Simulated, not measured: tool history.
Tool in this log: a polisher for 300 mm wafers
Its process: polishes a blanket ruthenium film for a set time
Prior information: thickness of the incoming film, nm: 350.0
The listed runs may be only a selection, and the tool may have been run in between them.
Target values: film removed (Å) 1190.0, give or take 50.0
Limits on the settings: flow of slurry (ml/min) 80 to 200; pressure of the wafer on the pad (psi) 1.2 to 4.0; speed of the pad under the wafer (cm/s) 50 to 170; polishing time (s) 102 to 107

| run | hour | flow of slurry (ml/min) | pressure of the wafer on the pad (psi) | speed of the pad under the wafer (cm/s) | polishing time (s) | film removed (Å) |
|---|---|---|---|---|---|---|
| 1 | 0.0 | 130 | 2.6 | 110 | 102 | 1406.9 |
| 2 | 7.4 | 130 | 2.3 | 110 | 102 | 1245.3 |
| 3 | 8.5 | 130 | 2.3 | 110 | 107 | 1337.7 |
| 4 | 13.4 | 150 | 2.3 | 110 | 107 | 1418.6 |
| 5 | 21.8 | 150 | 2.7 | 110 | 107 | 1618.7 |
| 6 | 29.1 | 170 | 2.7 | 110 | 107 | 1698.4 |
| 7 | 37.5 | 160 | 2.5 | 110 | 107 | 1550.4 |
| 8 | 43.8 | 145 | 1.8 | 108 | 107 | 1069.1 |
| 9 | 48.5 | 150 | 1.8 | 108 | 107 | 1108.1 |
| 10 | 50.3 | 155 | 1.8 | 108 | 107 | 1085.8 |

5 next moves are on the table. One of them brings every result within its allowed miss. Which?
| A | 52.1 | 135 | 2.8 | 58 | 106 | ? |
| B | 52.1 | 160 | 1.9 | 132 | 107 | ? |
| C | 52.1 | 160 | 1.9 | 112 | 106 | ? |
| D | 52.1 | 145 | 1.9 | 102 | 103 | ? |
| E | 52.1 | 175 | 1.9 | 96 | 107 | ? |

| move | film removed (Å) |
|---|---|
| A | 1061.7 |
| B | 1344.2 |
| C | 1179.6 |
| D | 1041.5 |
| E | 1094.0 |
A: moves away from the targets compared with the last run
B: moves the result that the last run missed by most past its target, out the other side
C: meets every target
D: moves away from the targets compared with the last run
E: moves toward the targets from the last run without getting all of them in spec
Answer: C

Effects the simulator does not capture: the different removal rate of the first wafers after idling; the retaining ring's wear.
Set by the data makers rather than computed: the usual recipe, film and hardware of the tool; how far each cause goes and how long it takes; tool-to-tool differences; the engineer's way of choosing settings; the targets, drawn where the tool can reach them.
